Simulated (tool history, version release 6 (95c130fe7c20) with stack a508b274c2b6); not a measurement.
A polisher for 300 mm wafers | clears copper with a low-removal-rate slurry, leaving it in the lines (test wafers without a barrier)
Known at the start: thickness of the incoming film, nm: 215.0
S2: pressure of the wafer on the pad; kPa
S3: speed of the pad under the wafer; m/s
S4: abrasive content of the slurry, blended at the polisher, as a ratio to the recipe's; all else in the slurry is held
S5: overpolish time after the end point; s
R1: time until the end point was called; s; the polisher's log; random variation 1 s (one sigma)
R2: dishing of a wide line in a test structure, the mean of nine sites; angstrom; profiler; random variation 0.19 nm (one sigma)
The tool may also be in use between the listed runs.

Run 1, hour 0.0: flow of slurry (ml/min) 290, S2 13.8 kPa, S3 1.24 m/s, S4 1.0, S5 16 s. Result: R1 94.182 s, R2 279.030 angstrom.
Run 2, hour 0.8: flow of slurry (ml/min) 325, S2 13.8 kPa, S3 1.24 m/s, S4 1.0, S5 16 s. Result: R1 94.461 s, R2 272.030 angstrom.
Run 3, hour 7.5: flow of slurry (ml/min) 330, S2 13.1 kPa, S3 1.24 m/s, S4 1.0, S5 14 s. Result: R1 99.910 s, R2 226.180 angstrom.
Run 4, hour 11.7: flow of slurry (ml/min) 330, S2 12.4 kPa, S3 1.24 m/s, S4 1.0, S5 13 s. Result: R1 104.710 s, R2 211.020 angstrom.
Run 5, hour 17.3: flow of slurry (ml/min) 350, S2 11.7 kPa, S3 1.24 m/s, S4 1.0, S5 12 s. Result: R1 110.320 s, R2 183.340 angstrom.
Run 6, hour 18.8: flow of slurry (ml/min) 350, S2 13.8 kPa, S3 1.24 m/s, S4 1.0, S5 12 s. Result: R1 94.292 s, R2 210.140 angstrom.
Run 7, hour 22.4: flow of slurry (ml/min) 350, S2 13.1 kPa, S3 1.24 m/s, S4 1.0, S5 11 s. Result: R1 99.498 s, R2 188.260 angstrom.
Run 8, hour 26.1: flow of slurry (ml/min) 350, S2 9.0 kPa, S3 1.24 m/s, S4 1.0, S5 5 s. Result: R1 141.470 s, R2 60.419 angstrom.
Run 9, hour 31.1: flow of slurry (ml/min) 355, S2 9.0 kPa, S3 1.24 m/s, S4 1.0, S5 6 s. Result: R1 142.780 s, R2 73.761 angstrom.
Run 10, hour 33.3: flow of slurry (ml/min) 395, S2 10.3 kPa, S3 1.24 m/s, S4 1.0, S5 9 s. Result: R1 121.290 s, R2 124.570 angstrom.
Run 11, hour 40.3: flow of slurry (ml/min) 385, S2 10.3 kPa, S3 1.24 m/s, S4 1.0, S5 9 s. Result: R1 123.610 s, R2 122.710 angstrom.
Run 12, hour 42.2: flow of slurry (ml/min) 375, S2 10.3 kPa, S3 1.24 m/s, S4 1.0, S5 9 s. Result: R1 125.000 s, R2 124.350 angstrom.
Run 13, hour 49.2: flow of slurry (ml/min) 365, S2 10.3 kPa, S3 1.24 m/s, S4 1.0, S5 9 s. Result: R1 121.630 s, R2 126.100 angstrom.
Run 14, hour 53.1: flow of slurry (ml/min) 355, S2 10.3 kPa, S3 1.24 m/s, S4 1.0, S5 9 s. Result: R1 123.530 s, R2 122.320 angstrom.
Run 15, hour 58.8: flow of slurry (ml/min) 345, S2 10.3 kPa, S3 1.24 m/s, S4 1.0, S5 9 s. Result: R1 123.540 s, R2 126.780 angstrom.

Run 16 comes next. What will it give?
Run 16, hour 67.2: flow of slurry (ml/min) 345, S2 10.3 kPa, S3 1.24 m/s, S4 1.0, S5 8 s. Result: R1 ?, R2 ?.

{"run 16": {"R1": 126.27, "R2": 107.46}}
